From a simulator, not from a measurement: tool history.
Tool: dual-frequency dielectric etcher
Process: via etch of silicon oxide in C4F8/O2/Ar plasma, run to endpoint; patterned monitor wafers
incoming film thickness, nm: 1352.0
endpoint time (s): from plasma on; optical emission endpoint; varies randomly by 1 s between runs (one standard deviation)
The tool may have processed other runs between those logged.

run,hour,source power (W),bias power (W),endpoint time (s)
1,0,1950,2571,256.7
2,5.7,1950,3011,246.26
3,9.5,2000,3040,242.35
4,10.2,2000,2790,246.31
5,14.2,2000,2601,254.05
6,20.5,2070,2638,250.34
7,21.6,2130,2687,245.38
8,28,2180,2719,239.87
9,31.6,2210,2735,239.91
10,34.5,2250,2757,237.45
11,36.1,2280,2776,236.8

Run 12, settings as shown, results not yet in. Your forecast:
12,38.1,2310,2798,?

endpoint time (s): 233.77

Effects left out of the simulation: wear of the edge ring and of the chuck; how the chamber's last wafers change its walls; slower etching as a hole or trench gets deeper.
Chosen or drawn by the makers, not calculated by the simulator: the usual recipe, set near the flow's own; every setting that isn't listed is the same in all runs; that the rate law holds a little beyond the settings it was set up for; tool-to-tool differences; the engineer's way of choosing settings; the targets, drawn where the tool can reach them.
